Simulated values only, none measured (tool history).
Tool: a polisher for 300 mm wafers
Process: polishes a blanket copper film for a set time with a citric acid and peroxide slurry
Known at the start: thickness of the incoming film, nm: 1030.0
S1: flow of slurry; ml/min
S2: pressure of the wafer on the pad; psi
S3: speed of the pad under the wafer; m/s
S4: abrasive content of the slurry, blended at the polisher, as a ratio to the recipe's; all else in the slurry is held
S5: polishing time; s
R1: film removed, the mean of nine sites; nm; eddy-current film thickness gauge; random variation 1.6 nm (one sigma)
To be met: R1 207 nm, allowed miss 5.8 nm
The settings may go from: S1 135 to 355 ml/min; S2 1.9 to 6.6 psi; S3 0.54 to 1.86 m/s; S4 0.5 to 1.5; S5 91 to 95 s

run	day	S1	S2	S3	S4	S5	R1
1	0	225	4.2	1.18	1	91	384.78
2	0.183	225	3.8	1.16	1	91	345.44
3	0.329	225	3.5	1.14	1	91	317.95
4	0.5	225	3.2	1.12	1	91	286.86
5	0.821	225	3.2	0.98	1	91	255.15
# day 1.146: worn pad replaced by a new one
6	1.146	265	3.2	0.98	1	91	277.17
7	1.488	245	3.1	0.98	1	91	266.93
8	1.725	230	3	0.98	1	91	256.01
9	1.954	220	2.9	0.98	1	91	245.77
10	2.3	210	2.8	0.98	1	91	238.57
11	2.558	200	2.7	0.98	1	91	232.73
12	2.6	195	2.6	0.98	1	91	225.75
13	2.646	190	2.6	0.98	1	91	222.98
14	2.996	185	2.6	0.98	1	91	224.63
15	3.188	185	2.6	0.98	1	91	219.67
16	3.542	180	2.6	0.98	1	91	221.09
17	3.629	175	2.6	0.98	1	91	219.46
18	3.842	170	2.6	0.98	1	91	220.89

4 next moves are on the table. One of them brings every result within its allowed miss. Which?
A	4.054	170	2.6	0.88	1.15	93	?
B	4.054	140	3.1	0.98	0.9	94	?
C	4.054	155	3.1	0.84	1.2	93	?
D	4.054	185	2.4	1.06	1.2	95	?

move	R1
A	207.57
B	242.02
C	227.68
D	243.71
A: meets every target
B: further off than the last run
C: further off than the last run
D: further off than the last run
Answer: A
